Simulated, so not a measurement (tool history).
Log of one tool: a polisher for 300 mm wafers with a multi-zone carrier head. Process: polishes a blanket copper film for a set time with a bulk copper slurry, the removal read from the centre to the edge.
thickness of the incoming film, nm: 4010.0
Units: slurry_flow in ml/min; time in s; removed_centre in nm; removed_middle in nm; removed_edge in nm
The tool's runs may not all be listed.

run,hour,slurry_flow,centre_zone,middle_zone,edge_zone,slurry_solids,time,removed_centre,removed_middle,removed_edge
1,0.0,200,1.00,1.00,1.00,1.00,60,431.58,433.66,423.39
2,5.3,200,1.00,1.00,1.00,0.80,60,416.29,417.02,396.49
3,9.1,200,1.00,1.00,0.95,0.80,60,412.41,422.83,404.35
4,16.2,200,1.02,0.97,0.95,0.90,61,437.15,421.09,410.92
5,22.7,200,1.06,0.97,0.95,0.90,61,451.38,416.03,406.76
6,23.4,200,1.06,0.97,0.95,0.75,61,443.48,411.77,391.04
7,29.5,215,1.16,0.90,1.05,1.00,67,554.08,452.36,475.67
8,35.0,215,1.16,0.88,1.06,1.05,67,571.44,450.20,494.38

The next listed run, before its measurement:
9,37.5,215,1.15,0.87,1.07,1.05,67,?,?,?

{"run 9": {"removed_centre": 575.34, "removed_middle": 432.78, "removed_edge": 485.29}}
